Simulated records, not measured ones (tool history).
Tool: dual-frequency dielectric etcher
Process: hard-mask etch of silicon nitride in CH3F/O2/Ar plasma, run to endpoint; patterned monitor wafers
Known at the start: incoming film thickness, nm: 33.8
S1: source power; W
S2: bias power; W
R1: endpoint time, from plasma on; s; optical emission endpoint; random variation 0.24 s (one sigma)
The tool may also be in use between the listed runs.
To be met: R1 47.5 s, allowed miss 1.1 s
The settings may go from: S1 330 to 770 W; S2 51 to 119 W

{"run": 1, "day": 0.0, "S1": 550, "S2": 85, "R1": 42.144}
{"run": 2, "day": 0.1, "S1": 510, "S2": 83, "R1": 43.606}
{"run": 3, "day": 0.175, "S1": 510, "S2": 73, "R1": 45.977}
{"run": 4, "day": 0.2, "S1": 510, "S2": 79, "R1": 44.403}
{"run": 5, "day": 0.304, "S1": 510, "S2": 91, "R1": 42.433}
{"run": 6, "day": 0.408, "S1": 480, "S2": 90, "R1": 43.185}
{"run": 7, "day": 0.588, "S1": 450, "S2": 89, "R1": 44.121}
{"run": 8, "day": 0.833, "S1": 430, "S2": 88, "R1": 45.22}

4 next moves are on the table. One of them brings every result within its allowed miss. Which?
{"run": "A", "day": 1.079, "S1": 470, "S2": 99, "R1": "?"}
{"run": "B", "day": 1.079, "S1": 420, "S2": 81, "R1": "?"}
{"run": "C", "day": 1.079, "S1": 480, "S2": 98, "R1": "?"}
{"run": "D", "day": 1.079, "S1": 510, "S2": 78, "R1": "?"}

move=A R1=41.846
move=B R1=47.046
move=C R1=41.709
move=D R1=44.605
A: further off than the last run
B: meets every target
C: further off than the last run
D: further off than the last run
Answer: B
